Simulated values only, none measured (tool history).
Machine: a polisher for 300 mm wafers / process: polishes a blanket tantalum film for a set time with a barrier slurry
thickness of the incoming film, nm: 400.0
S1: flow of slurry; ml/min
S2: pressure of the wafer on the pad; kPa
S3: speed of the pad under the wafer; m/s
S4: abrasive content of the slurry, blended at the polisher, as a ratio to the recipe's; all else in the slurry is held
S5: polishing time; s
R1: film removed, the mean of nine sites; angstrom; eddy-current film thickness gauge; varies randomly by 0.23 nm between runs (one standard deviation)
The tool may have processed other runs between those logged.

Run 1, hour 0: S1 220 ml/min, S2 11 kPa, S3 1.2 m/s, S4 1, S5 46 s. Result: R1 775.5 angstrom.
Run 2, hour 7.1: S1 215 ml/min, S2 10.3 kPa, S3 1.18 m/s, S4 1, S5 46 s. Result: R1 717.77 angstrom.
Run 3, hour 8.1: S1 215 ml/min, S2 10.3 kPa, S3 1.18 m/s, S4 1, S5 41 s. Result: R1 638.84 angstrom.
Run 4, hour 12.4: S1 215 ml/min, S2 10.3 kPa, S3 1.18 m/s, S4 1.1, S5 41 s. Result: R1 655.95 angstrom.
Run 5, hour 13.9: S1 215 ml/min, S2 10.3 kPa, S3 0.9 m/s, S4 1.1, S5 41 s. Result: R1 506.09 angstrom.
Run 6, hour 22.2: S1 210 ml/min, S2 9.7 kPa, S3 0.9 m/s, S4 1.1, S5 41 s. Result: R1 468.36 angstrom.
Run 7, hour 23.8: S1 205 ml/min, S2 9.7 kPa, S3 0.9 m/s, S4 1.1, S5 41 s. Result: R1 468.08 angstrom.
Run 8, hour 28.8: S1 185 ml/min, S2 6.2 kPa, S3 0.9 m/s, S4 1.1, S5 41 s. Result: R1 303.53 angstrom.
Run 9, hour 37.4: S1 195 ml/min, S2 6.2 kPa, S3 0.9 m/s, S4 1.1, S5 41 s. Result: R1 304.94 angstrom.
Run 10, hour 40: S1 205 ml/min, S2 6.2 kPa, S3 0.9 m/s, S4 1.1, S5 41 s. Result: R1 310.52 angstrom.
Run 11, hour 48.8: S1 215 ml/min, S2 6.2 kPa, S3 0.9 m/s, S4 1.1, S5 41 s. Result: R1 308.28 angstrom.
Run 12, hour 50.1: S1 225 ml/min, S2 6.9 kPa, S3 0.9 m/s, S4 1.1, S5 41 s. Result: R1 341.95 angstrom.

The next listed run, before its measurement:
Run 13, hour 53.9: S1 230 ml/min, S2 6.9 kPa, S3 0.9 m/s, S4 1.1, S5 41 s. Result: R1 ?.

{"run 13": {"R1": 341.65}}
